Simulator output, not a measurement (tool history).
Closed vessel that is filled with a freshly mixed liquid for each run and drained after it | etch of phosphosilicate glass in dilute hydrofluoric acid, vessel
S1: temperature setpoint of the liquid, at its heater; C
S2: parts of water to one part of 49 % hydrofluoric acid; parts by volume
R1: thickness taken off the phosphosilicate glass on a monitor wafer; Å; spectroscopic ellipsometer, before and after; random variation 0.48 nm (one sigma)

run 1 day=0 | S1=25 S2=180 time_in_the_liquid_(s)=105 | R1=828.91
run 2 day=0.175 | S1=26 S2=180 time_in_the_liquid_(s)=105 | R1=854.55
run 3 day=0.362 | S1=27 S2=180 time_in_the_liquid_(s)=105 | R1=894.24
run 4 day=0.696 | S1=27 S2=180 time_in_the_liquid_(s)=105 | R1=888.23
run 5 day=0.921 | S1=27.5 S2=180 time_in_the_liquid_(s)=105 | R1=907.25
run 6 day=1.121 | S1=27.5 S2=210 time_in_the_liquid_(s)=105 | R1=752.7
run 7 day=1.238 | S1=31.5 S2=200 time_in_the_liquid_(s)=105 | R1=913.06
run 8 day=1.554 | S1=32 S2=200 time_in_the_liquid_(s)=105 | R1=926.39

The next listed run, before its measurement:
run 9 day=1.8 | S1=32.5 S2=200 time_in_the_liquid_(s)=105 | R1=?

{"run 9": {"R1": 943.46}}
